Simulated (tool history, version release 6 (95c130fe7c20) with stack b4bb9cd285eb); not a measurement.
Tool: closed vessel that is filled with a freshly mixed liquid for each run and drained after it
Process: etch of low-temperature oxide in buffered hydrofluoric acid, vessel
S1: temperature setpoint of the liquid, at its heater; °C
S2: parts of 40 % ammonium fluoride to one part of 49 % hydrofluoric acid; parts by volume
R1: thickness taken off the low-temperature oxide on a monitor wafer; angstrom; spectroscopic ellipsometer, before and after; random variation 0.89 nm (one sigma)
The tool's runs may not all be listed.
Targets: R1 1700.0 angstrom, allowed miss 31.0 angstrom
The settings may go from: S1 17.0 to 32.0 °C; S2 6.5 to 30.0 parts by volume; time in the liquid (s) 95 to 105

run 1 day=0.000 | S1=25.0 S2=18.5 time_in_the_liquid_(s)=95 | R1=1945.5
run 2 day=0.092 | S1=25.0 S2=18.5 time_in_the_liquid_(s)=105 | R1=2122.4
run 3 day=0.375 | S1=25.0 S2=18.5 time_in_the_liquid_(s)=105 | R1=2145.6
run 4 day=0.421 | S1=24.0 S2=18.5 time_in_the_liquid_(s)=105 | R1=2011.4
run 5 day=0.742 | S1=24.0 S2=15.0 time_in_the_liquid_(s)=105 | R1=2482.7
run 6 day=0.892 | S1=26.5 S2=15.0 time_in_the_liquid_(s)=105 | R1=2852.8
run 7 day=1.138 | S1=24.0 S2=15.0 time_in_the_liquid_(s)=105 | R1=2470.0
run 8 day=1.212 | S1=22.0 S2=15.0 time_in_the_liquid_(s)=105 | R1=2203.5
run 9 day=1.488 | S1=20.5 S2=15.0 time_in_the_liquid_(s)=105 | R1=2064.3
run 10 day=1.875 | S1=19.5 S2=15.0 time_in_the_liquid_(s)=105 | R1=1937.9
run 11 day=2.100 | S1=19.0 S2=15.0 time_in_the_liquid_(s)=105 | R1=1892.6
run 12 day=2.221 | S1=18.5 S2=15.0 time_in_the_liquid_(s)=105 | R1=1824.5

Which of these 4 next moves meets every target?
run A day=2.342 | S1=18.5 S2=14.5 time_in_the_liquid_(s)=95 | R1=?
run B day=2.342 | S1=19.5 S2=15.5 time_in_the_liquid_(s)=100 | R1=?
run C day=2.342 | S1=18.0 S2=15.0 time_in_the_liquid_(s)=105 | R1=?
run D day=2.342 | S1=19.0 S2=14.5 time_in_the_liquid_(s)=105 | R1=?

move=A R1=1730.2
move=B R1=1804.6
move=C R1=1797.9
move=D R1=1967.1
A: meets every target
B: nearer than the last run, and not there yet
C: nearer than the last run, and not there yet
D: further off than the last run
Move A is the one to make.

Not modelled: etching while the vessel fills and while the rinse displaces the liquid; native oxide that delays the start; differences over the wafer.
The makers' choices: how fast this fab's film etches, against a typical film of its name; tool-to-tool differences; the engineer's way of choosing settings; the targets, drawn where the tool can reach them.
